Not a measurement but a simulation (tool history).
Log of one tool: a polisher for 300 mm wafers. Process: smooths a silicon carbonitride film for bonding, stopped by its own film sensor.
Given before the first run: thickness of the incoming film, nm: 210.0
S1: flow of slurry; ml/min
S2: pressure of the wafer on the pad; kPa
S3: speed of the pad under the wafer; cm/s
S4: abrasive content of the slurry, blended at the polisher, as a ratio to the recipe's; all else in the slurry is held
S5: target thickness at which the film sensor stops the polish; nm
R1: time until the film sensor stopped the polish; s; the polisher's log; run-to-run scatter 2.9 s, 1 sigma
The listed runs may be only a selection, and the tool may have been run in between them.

{"run": 1, "day": 0.0, "S1": 220, "S2": 11, "S3": 86, "S4": 1, "S5": 169, "R1": 300.16}
{"run": 2, "day": 0.233, "S1": 220, "S2": 11, "S3": 86, "S4": 0.95, "S5": 169, "R1": 303.12}
{"run": 3, "day": 0.346, "S1": 220, "S2": 12.4, "S3": 86, "S4": 0.95, "S5": 169, "R1": 271.09}
{"run": 4, "day": 0.55, "S1": 220, "S2": 12.4, "S3": 86, "S4": 0.95, "S5": 167, "R1": 293.26}
{"run": 5, "day": 0.892, "S1": 220, "S2": 12.4, "S3": 68, "S4": 0.95, "S5": 167, "R1": 332.79}
{"run": 6, "day": 1.092, "S1": 220, "S2": 11, "S3": 68, "S4": 0.95, "S5": 167, "R1": 378.1}
{"run": 7, "day": 1.383, "S1": 220, "S2": 13.1, "S3": 70, "S4": 0.95, "S5": 167, "R1": 309.06}
{"run": 8, "day": 1.558, "S1": 220, "S2": 16.5, "S3": 74, "S4": 0.95, "S5": 167, "R1": 238.13}
{"run": 9, "day": 1.604, "S1": 220, "S2": 17.2, "S3": 76, "S4": 0.95, "S5": 167, "R1": 223.29}

Expected results for the next run?
{"run": 10, "day": 1.862, "S1": 220, "S2": 17.2, "S3": 78, "S4": 0.95, "S5": 167, "R1": "?"}

R1: 223.5 s
